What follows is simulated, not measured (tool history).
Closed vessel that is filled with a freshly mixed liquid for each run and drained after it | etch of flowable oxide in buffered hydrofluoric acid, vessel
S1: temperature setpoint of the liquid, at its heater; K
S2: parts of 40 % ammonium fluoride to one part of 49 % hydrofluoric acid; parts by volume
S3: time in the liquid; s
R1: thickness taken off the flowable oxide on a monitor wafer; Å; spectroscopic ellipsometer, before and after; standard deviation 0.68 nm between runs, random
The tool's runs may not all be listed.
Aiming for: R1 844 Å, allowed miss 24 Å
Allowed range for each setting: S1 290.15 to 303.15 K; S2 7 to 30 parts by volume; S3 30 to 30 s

run 1 hour=0 | S1=295.15 S2=20 S3=30 | R1=338.23
run 2 hour=6.5 | S1=295.15 S2=25.5 S3=30 | R1=283.29
run 3 hour=8.2 | S1=297.65 S2=20 S3=30 | R1=387.13
run 4 hour=10.4 | S1=297.65 S2=23.5 S3=30 | R1=343.47
run 5 hour=14.6 | S1=297.65 S2=28 S3=30 | R1=305.25
run 6 hour=23.1 | S1=297.65 S2=28 S3=30 | R1=309.72
run 7 hour=27.9 | S1=299.15 S2=21.5 S3=30 | R1=398.47
-- hour=35.3 thermometer replaced
run 8 hour=35.3 | S1=300.15 S2=17 S3=30 | R1=485.51
run 9 hour=38.4 | S1=301.15 S2=14 S3=30 | R1=620.82
run 10 hour=40.9 | S1=301.65 S2=12.5 S3=30 | R1=716.95
run 11 hour=48.5 | S1=303.15 S2=11 S3=30 | R1=870.08

Exactly one of the 5 candidate moves below puts every result within its allowed miss. Which one?
run A hour=56.1 | S1=302.65 S2=10 S3=30 | R1=?
run B hour=56.1 | S1=302.65 S2=10.5 S3=30 | R1=?
run C hour=56.1 | S1=303.15 S2=10.5 S3=30 | R1=?
run D hour=56.1 | S1=297.65 S2=7.5 S3=30 | R1=?
run E hour=56.1 | S1=302.65 S2=11 S3=30 | R1=?

move=A R1=939.48
move=B R1=895.99
move=C R1=919.84
move=D R1=936.16
move=E R1=856.34
A: its largest miss is bigger than the last run's
B: its largest miss is bigger than the last run's
C: its largest miss is bigger than the last run's
D: its largest miss is bigger than the last run's
E: all results land within tolerance of their targets
Move E is the one to make.
